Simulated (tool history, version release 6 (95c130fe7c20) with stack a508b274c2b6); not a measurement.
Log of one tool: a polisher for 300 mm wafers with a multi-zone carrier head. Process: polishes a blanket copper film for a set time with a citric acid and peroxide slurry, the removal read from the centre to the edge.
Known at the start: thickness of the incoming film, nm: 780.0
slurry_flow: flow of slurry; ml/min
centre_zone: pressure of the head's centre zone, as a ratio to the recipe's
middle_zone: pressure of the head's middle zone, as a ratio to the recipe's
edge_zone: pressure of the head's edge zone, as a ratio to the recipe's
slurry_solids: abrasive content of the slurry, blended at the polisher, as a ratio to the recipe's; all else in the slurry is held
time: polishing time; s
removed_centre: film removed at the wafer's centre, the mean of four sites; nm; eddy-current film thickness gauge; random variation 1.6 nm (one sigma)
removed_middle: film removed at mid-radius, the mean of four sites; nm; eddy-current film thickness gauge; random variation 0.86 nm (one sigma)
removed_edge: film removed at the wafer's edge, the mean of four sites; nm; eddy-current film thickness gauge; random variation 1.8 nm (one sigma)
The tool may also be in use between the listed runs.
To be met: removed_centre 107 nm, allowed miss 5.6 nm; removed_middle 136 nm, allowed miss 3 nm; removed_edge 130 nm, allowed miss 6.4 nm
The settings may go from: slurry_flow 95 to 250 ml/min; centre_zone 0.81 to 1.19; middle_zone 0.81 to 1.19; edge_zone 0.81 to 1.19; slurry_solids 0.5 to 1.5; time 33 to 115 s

run 1 hour=0 | slurry_flow=160 centre_zone=1 middle_zone=1 edge_zone=1 slurry_solids=1 time=73 | removed_centre=161.03 removed_middle=163.32 removed_edge=164.2
run 2 hour=6.1 | slurry_flow=160 centre_zone=1 middle_zone=1.06 edge_zone=1 slurry_solids=1 time=73 | removed_centre=159.42 removed_middle=168.76 removed_edge=167.92
run 3 hour=7.4 | slurry_flow=160 centre_zone=1 middle_zone=1.06 edge_zone=1.07 slurry_solids=1 time=73 | removed_centre=160.72 removed_middle=168.12 removed_edge=171.98
run 4 hour=12.6 | slurry_flow=150 centre_zone=0.96 middle_zone=1.05 edge_zone=1.03 slurry_solids=0.9 time=72 | removed_centre=146.48 removed_middle=162.21 removed_edge=160.17
run 5 hour=15.4 | slurry_flow=150 centre_zone=0.96 middle_zone=0.97 edge_zone=1.03 slurry_solids=0.9 time=72 | removed_centre=146.45 removed_middle=153.1 removed_edge=158.48
run 6 hour=21.2 | slurry_flow=150 centre_zone=0.96 middle_zone=1.02 edge_zone=1.03 slurry_solids=0.9 time=72 | removed_centre=149.07 removed_middle=158.2 removed_edge=158.41
run 7 hour=22.6 | slurry_flow=140 centre_zone=0.93 middle_zone=1.03 edge_zone=1.05 slurry_solids=0.85 time=70 | removed_centre=136 removed_middle=150.57 removed_edge=156.39
run 8 hour=31.1 | slurry_flow=135 centre_zone=0.9 middle_zone=1.03 edge_zone=1.02 slurry_solids=0.75 time=70 | removed_centre=125.11 removed_middle=145.49 removed_edge=142.31
run 9 hour=32.1 | slurry_flow=130 centre_zone=0.88 middle_zone=1.02 edge_zone=1.01 slurry_solids=0.75 time=70 | removed_centre=121.92 removed_middle=144.15 removed_edge=145.14
run 10 hour=35.6 | slurry_flow=125 centre_zone=0.87 middle_zone=1.02 edge_zone=0.99 slurry_solids=0.7 time=70 | removed_centre=118.54 removed_middle=141.32 removed_edge=138.39
run 11 hour=44.3 | slurry_flow=120 centre_zone=0.86 middle_zone=1.02 edge_zone=0.98 slurry_solids=0.7 time=70 | removed_centre=118.15 removed_middle=139.55 removed_edge=139.42
run 12 hour=47.8 | slurry_flow=120 centre_zone=0.81 middle_zone=1.07 edge_zone=0.94 slurry_solids=0.5 time=68 | removed_centre=97.178 removed_middle=131.33 removed_edge=122.97

4 next moves are on the table. One of them brings every result within its allowed miss. Which?
run A hour=51.3 | slurry_flow=100 centre_zone=1.03 middle_zone=1.17 edge_zone=0.82 slurry_solids=0.5 time=67 | removed_centre=? removed_middle=? removed_edge=?
run B hour=51.3 | slurry_flow=110 centre_zone=0.85 middle_zone=0.96 edge_zone=0.91 slurry_solids=0.55 time=70 | removed_centre=? removed_middle=? removed_edge=?
run C hour=51.3 | slurry_flow=95 centre_zone=0.85 middle_zone=1.05 edge_zone=0.91 slurry_solids=0.85 time=67 | removed_centre=? removed_middle=? removed_edge=?
run D hour=51.3 | slurry_flow=135 centre_zone=0.89 middle_zone=1.09 edge_zone=0.99 slurry_solids=0.5 time=64 | removed_centre=? removed_middle=? removed_edge=?

move=A removed_centre=121.03 removed_middle=134.91 removed_edge=111.77
move=B removed_centre=108.19 removed_middle=126.32 removed_edge=126.61
move=C removed_centre=110.35 removed_middle=138.02 removed_edge=130.44
move=D removed_centre=105.63 removed_middle=128.56 removed_edge=120.74
A: takes the result that was furthest off past its target
B: brings the result that was furthest off to its target, and leaves another outside
C: meets every target
D: brings the result that was furthest off to its target, and leaves another outside
Move C is the one to make.
